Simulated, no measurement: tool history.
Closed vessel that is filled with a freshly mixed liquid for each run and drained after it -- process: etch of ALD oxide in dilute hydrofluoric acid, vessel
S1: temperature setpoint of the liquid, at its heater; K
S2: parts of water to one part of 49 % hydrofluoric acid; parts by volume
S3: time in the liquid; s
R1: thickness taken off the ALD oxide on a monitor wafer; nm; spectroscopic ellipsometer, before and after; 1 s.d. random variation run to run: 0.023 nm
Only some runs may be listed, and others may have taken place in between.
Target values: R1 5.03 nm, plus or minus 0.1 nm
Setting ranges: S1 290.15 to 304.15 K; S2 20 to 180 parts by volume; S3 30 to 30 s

| run | hour | S1 | S2 | S3 | R1 |
|---|---|---|---|---|---|
| 1 | 0 | 296.15 | 100 | 30 | 6.7849 |
| 2 | 3.8 | 294.15 | 100 | 30 | 6.2311 |
| 3 | 11.8 | 294.15 | 100 | 30 | 6.2643 |
| 4 | 12.5 | 294.15 | 100 | 30 | 6.2107 |
| 5 | 13.9 | 292.65 | 100 | 30 | 5.8901 |
| 6 | 19.1 | 292.65 | 100 | 30 | 5.8773 |
| 7 | 24.9 | 291.65 | 100 | 30 | 5.6457 |
| 8 | 27.5 | 291.15 | 100 | 30 | 5.5209 |
| 9 | 32.7 | 290.65 | 100 | 30 | 5.439 |

4 next moves are on the table. One of them brings every result within its allowed miss. Which?
| A | 37.9 | 290.65 | 90 | 30 | ? |
| B | 37.9 | 290.15 | 105 | 30 | ? |
| C | 37.9 | 290.15 | 110 | 30 | ? |
| D | 37.9 | 290.15 | 90 | 30 | ? |

| move | R1 |
|---|---|
| A | 6.0726 |
| B | 5.0169 |
| C | 4.7643 |
| D | 5.9454 |
A: further off than the last run
B: in spec on every target
C: moves the result that the last run missed by most past its target, out the other side
D: further off than the last run
B meets every target.
